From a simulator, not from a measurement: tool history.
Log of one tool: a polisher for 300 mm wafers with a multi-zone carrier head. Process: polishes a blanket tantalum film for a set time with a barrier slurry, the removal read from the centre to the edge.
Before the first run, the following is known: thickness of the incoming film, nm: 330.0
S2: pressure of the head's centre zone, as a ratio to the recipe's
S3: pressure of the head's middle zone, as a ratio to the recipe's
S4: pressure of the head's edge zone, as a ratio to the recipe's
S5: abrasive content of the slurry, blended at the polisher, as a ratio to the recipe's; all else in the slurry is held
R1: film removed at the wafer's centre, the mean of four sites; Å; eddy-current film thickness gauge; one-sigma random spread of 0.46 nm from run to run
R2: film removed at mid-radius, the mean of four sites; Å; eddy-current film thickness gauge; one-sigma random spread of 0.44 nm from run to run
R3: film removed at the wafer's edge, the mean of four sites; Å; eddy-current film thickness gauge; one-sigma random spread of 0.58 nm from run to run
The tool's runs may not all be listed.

run 1 hour=0 | flow_of_slurry_(ml/min)=160 S2=1 S3=1 S4=1 S5=1 polishing_time_(s)=53 | R1=662.06 R2=655.25 R3=669.83
run 2 hour=0.6 | flow_of_slurry_(ml/min)=155 S2=1 S3=0.99 S4=0.97 S5=0.95 polishing_time_(s)=53 | R1=654.33 R2=648.57 R3=645.59
run 3 hour=2.5 | flow_of_slurry_(ml/min)=125 S2=1 S3=0.99 S4=0.97 S5=0.95 polishing_time_(s)=53 | R1=630.37 R2=619.66 R3=622.01
run 4 hour=9.8 | flow_of_slurry_(ml/min)=125 S2=1 S3=0.93 S4=0.97 S5=0.95 polishing_time_(s)=53 | R1=633.32 R2=585.29 R3=632.86
run 5 hour=13.7 | flow_of_slurry_(ml/min)=120 S2=1 S3=0.93 S4=0.95 S5=0.9 polishing_time_(s)=53 | R1=621.98 R2=575.81 R3=605.08
run 6 hour=16.7 | flow_of_slurry_(ml/min)=115 S2=0.99 S3=0.92 S4=0.93 S5=0.85 polishing_time_(s)=53 | R1=593.12 R2=556.41 R3=588.38
run 7 hour=24.8 | flow_of_slurry_(ml/min)=115 S2=0.99 S3=0.92 S4=0.91 S5=0.85 polishing_time_(s)=53 | R1=594.51 R2=557.44 R3=583.28
run 8 hour=32.4 | flow_of_slurry_(ml/min)=110 S2=0.98 S3=0.9 S4=0.81 S5=0.6 polishing_time_(s)=52 | R1=506.2 R2=473.13 R3=471.9

Forecast run 9:
run 9 hour=38.9 | flow_of_slurry_(ml/min)=120 S2=0.98 S3=0.9 S4=0.82 S5=0.6 polishing_time_(s)=52 | R1=? R2=? R3=?

{"run 9": {"R1": 520.32, "R2": 478.83, "R3": 487.8}}
